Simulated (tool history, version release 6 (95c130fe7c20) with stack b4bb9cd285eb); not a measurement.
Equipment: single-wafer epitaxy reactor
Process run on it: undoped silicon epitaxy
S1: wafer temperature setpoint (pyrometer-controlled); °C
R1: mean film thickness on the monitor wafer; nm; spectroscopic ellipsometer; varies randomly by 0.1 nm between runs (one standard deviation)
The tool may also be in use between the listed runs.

run 1 hour=0 | S1=630 deposition_time_(s)=385 | R1=39.815
run 2 hour=4.8 | S1=632 deposition_time_(s)=385 | R1=41.793
run 3 hour=12.7 | S1=633 deposition_time_(s)=385 | R1=42.55
run 4 hour=18.8 | S1=634 deposition_time_(s)=385 | R1=43.367
run 5 hour=25.5 | S1=627 deposition_time_(s)=385 | R1=37.449
run 6 hour=33.9 | S1=627 deposition_time_(s)=429 | R1=41.799
run 7 hour=39.2 | S1=628 deposition_time_(s)=429 | R1=42.788
run 8 hour=48.1 | S1=629 deposition_time_(s)=429 | R1=43.583

Estimate the outcome of run 9 from the log above:
run 9 hour=49.1 | S1=630 deposition_time_(s)=429 | R1=?

Run 9 gave R1 44.592 nm.

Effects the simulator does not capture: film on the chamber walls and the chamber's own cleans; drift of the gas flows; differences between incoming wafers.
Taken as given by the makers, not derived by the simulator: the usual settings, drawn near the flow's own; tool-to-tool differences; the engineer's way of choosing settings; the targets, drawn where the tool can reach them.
